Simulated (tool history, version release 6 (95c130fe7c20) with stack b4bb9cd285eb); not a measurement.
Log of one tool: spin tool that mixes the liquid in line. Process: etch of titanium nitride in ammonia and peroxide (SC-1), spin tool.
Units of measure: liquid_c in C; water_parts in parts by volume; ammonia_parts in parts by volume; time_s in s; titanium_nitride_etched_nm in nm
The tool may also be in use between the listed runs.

run  hour  liquid_c  water_parts  ammonia_parts  time_s  titanium_nitride_etched_nm
  1     0        48          6.5            0.6     105                      7.5841
  2   6.1        48          5.5            0.6     105                      8.1312
  3   9.1        48            5            0.6     105                      8.4377
  4  16.6        47            5            0.6     105                      7.7515
  5  18.5        46            5            0.6     105                      7.2605
  6  27.4        46            5            0.6     105                      7.2748

What does the tool deliver on the next run?
  7  35.3      45.5            5            0.6     105                           ?

Run 7 produced titanium_nitride_etched_nm 7.147 nm.
